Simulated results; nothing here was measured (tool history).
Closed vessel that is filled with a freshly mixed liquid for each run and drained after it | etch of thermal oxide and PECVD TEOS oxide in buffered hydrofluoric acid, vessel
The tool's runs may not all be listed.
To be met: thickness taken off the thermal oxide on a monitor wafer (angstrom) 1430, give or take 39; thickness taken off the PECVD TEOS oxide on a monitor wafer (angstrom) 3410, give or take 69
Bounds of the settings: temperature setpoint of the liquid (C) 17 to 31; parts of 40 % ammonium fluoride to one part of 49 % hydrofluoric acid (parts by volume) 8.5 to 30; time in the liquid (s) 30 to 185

run,hour,temperature setpoint of the liquid (C),parts of 40 % ammonium fluoride to one part of 49 % hydrofluoric acid (parts by volume),time in the liquid (s),thickness taken off the thermal oxide on a monitor wafer (angstrom),thickness taken off the PECVD TEOS oxide on a monitor wafer (angstrom)
1,0,23,23.5,95,474.84,1135.3
2,1.1,24.5,23.5,95,519.24,1243.4
3,5,28,23.5,95,623.46,1492.9
4,6.5,28.5,20.5,100,746.58,1772.6
5,12.9,29,18,105,900.49,2146.9
6,20.5,29,18,125,1074.8,2559.8
7,25.3,29.5,17,125,1169,2800.8
8,32.8,30,16.5,125,1240.9,2952.2
9,38,30,16,125,1276.3,3038.2
10,43.5,30,15.5,125,1309.6,3156.1
11,49,30.5,15,125,1383.9,3348.2

Exercise: of the 4 proposed moves below, exactly one satisfies all targets within the stated allowed misses. Which move is it?
A,54.5,30,9.5,90,?,?
B,54.5,31,20,165,?,?
C,54.5,31,13.5,120,?,?
D,54.5,30.5,8.5,80,?,?

move,thickness taken off the thermal oxide on a monitor wafer (angstrom),thickness taken off the PECVD TEOS oxide on a monitor wafer (angstrom)
A,1505.4,3556.8
B,1429.7,3377.8
C,1528.7,3611.7
D,1511.8,3571.9
A: takes the biggest miss from the last run beyond its target
B: every result within its allowed miss
C: takes the biggest miss from the last run beyond its target
D: takes the biggest miss from the last run beyond its target
Go with B: it meets all targets.
